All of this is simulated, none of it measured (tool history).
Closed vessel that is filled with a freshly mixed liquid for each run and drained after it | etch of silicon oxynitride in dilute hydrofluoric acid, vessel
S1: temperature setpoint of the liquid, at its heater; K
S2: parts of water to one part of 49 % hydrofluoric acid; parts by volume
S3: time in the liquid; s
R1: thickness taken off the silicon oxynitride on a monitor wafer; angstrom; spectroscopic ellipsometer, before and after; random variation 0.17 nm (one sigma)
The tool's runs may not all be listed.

Run 1, day 0: S1 298.15 K, S2 285 parts by volume, S3 2970 s. Result: R1 148.25 angstrom.
Run 2, day 0.3: S1 299.15 K, S2 280 parts by volume, S3 2970 s. Result: R1 157.61 angstrom.
Run 3, day 0.379: S1 299.15 K, S2 280 parts by volume, S3 2970 s. Result: R1 157.94 angstrom.
Run 4, day 0.675: S1 296.65 K, S2 280 parts by volume, S3 2970 s. Result: R1 143.23 angstrom.
Run 5, day 1.042: S1 294.15 K, S2 280 parts by volume, S3 2970 s. Result: R1 127.23 angstrom.
At day 1.412: thermometer replaced.
Run 6, day 1.412: S1 296.65 K, S2 280 parts by volume, S3 2970 s. Result: R1 133.17 angstrom.
Run 7, day 1.612: S1 298.15 K, S2 280 parts by volume, S3 2970 s. Result: R1 140.97 angstrom.

Forecast run 8:
Run 8, day 1.667: S1 299.15 K, S2 270 parts by volume, S3 2970 s. Result: R1 ?.

R1: 153.28 angstrom

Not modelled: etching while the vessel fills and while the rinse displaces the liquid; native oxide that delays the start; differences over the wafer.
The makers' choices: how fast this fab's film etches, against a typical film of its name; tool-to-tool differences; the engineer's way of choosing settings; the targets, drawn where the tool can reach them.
